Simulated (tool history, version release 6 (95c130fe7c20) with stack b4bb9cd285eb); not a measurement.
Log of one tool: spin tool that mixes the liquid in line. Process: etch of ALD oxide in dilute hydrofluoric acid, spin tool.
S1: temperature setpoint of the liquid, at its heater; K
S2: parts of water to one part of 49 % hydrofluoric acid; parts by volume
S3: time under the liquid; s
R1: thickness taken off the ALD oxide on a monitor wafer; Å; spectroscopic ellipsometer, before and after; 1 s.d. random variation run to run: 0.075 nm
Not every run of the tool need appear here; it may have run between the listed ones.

| run | hour | S1 | S2 | S3 | R1 |
|---|---|---|---|---|---|
| 1 | 0 | 295.15 | 130 | 45 | 108.48 |
| 2 | 7.1 | 295.15 | 130 | 50 | 121.25 |
| 3 | 10.3 | 297.15 | 130 | 50 | 129.86 |
| 4 | 14.6 | 297.15 | 130 | 45 | 116.18 |
| 5 | 17.8 | 295.65 | 130 | 45 | 110.08 |
| 6 | 21 | 294.65 | 135 | 45 | 101.22 |
|  | 29.3 | hydrofluoric acid flow meter replaced |
| 7 | 29.3 | 293.65 | 140 | 45 | 85.94 |

Expected results for the next run?
| 8 | 32.2 | 293.15 | 140 | 45 | ? |

R1: 83.181 Å
